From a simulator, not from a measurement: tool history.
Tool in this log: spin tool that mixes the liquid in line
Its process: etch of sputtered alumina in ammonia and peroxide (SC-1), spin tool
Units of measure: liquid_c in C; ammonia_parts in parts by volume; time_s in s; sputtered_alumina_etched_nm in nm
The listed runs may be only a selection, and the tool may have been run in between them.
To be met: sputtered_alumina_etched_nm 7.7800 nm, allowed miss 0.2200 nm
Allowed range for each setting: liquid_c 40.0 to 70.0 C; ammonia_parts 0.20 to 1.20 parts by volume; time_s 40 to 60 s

| run | hour | liquid_c | ammonia_parts | time_s | sputtered_alumina_etched_nm |
|---|---|---|---|---|---|
| 1 | 0.0 | 56.0 | 0.90 | 60 | 4.4650 |
| 2 | 2.2 | 56.0 | 1.15 | 60 | 4.5166 |
| 3 | 7.4 | 63.0 | 1.15 | 60 | 6.4056 |
| 4 | 11.2 | 63.5 | 1.15 | 60 | 6.5545 |
| 5 | 18.1 | 63.5 | 1.15 | 40 | 4.4549 |
| 6 | 22.4 | 64.5 | 1.15 | 45 | 5.2246 |
| 7 | 28.3 | 65.5 | 1.15 | 45 | 5.4925 |
| 8 | 31.8 | 66.0 | 1.15 | 45 | 5.5899 |
| 9 | 38.3 | 66.5 | 1.15 | 45 | 5.7112 |
|  | 47.0 | ammonia flow meter replaced |
| 10 | 47.0 | 70.0 | 1.20 | 60 | 9.2060 |
| 11 | 49.2 | 69.5 | 1.20 | 60 | 9.0059 |
| 12 | 52.6 | 69.0 | 1.20 | 60 | 8.6692 |
| 13 | 56.7 | 68.5 | 1.20 | 60 | 8.5485 |
| 14 | 58.8 | 68.0 | 1.20 | 60 | 8.4751 |

5 candidate next runs follow, results not yet known. Just one meets every target within its allowed miss. Identify it.
| A | 60.9 | 68.0 | 0.75 | 55 | ? |
| B | 60.9 | 70.0 | 1.20 | 55 | ? |
| C | 60.9 | 69.5 | 1.00 | 60 | ? |
| D | 60.9 | 70.0 | 1.20 | 60 | ? |
| E | 60.9 | 70.0 | 1.20 | 50 | ? |

| move | sputtered_alumina_etched_nm |
|---|---|
| A | 7.3599 |
| B | 8.4745 |
| C | 8.8712 |
| D | 9.2449 |
| E | 7.7041 |
A: pushes the last run's worst result past its target
B: about the same distance from the targets as the last run
C: lands further from the targets than the last run did
D: lands further from the targets than the last run did
E: each result inside its tolerance
Move E is the one to make.
